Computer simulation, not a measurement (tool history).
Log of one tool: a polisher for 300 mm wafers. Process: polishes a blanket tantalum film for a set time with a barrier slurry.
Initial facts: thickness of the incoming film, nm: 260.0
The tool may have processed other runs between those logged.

run  hour  flow of slurry (ml/min)  pressure of the wafer on the pad (kPa)  speed of the pad under the wafer (cm/s)  abrasive content of the slurry  polishing time (s)  film removed (nm)
  1   0.0                      275                                    11.0                                       84                             1.0                  66             80.579
  2   5.3                      275                                    11.0                                       84                             1.0                  70             84.514
  3   9.5                      275                                    11.0                                       84                             0.8                  70             78.953
  4  10.1                      210                                    11.0                                       84                             0.8                  70             76.404
  5  17.0                      215                                    11.7                                       84                             0.8                  70             79.738
  6  21.2                      165                                    11.7                                       84                             0.8                  70             76.468

Run 7 is up next; what results do you expect?
  7  26.7                      185                                    12.4                                       84                             0.8                  70                  ?

Logged for run 7: film removed (nm) 82.896.

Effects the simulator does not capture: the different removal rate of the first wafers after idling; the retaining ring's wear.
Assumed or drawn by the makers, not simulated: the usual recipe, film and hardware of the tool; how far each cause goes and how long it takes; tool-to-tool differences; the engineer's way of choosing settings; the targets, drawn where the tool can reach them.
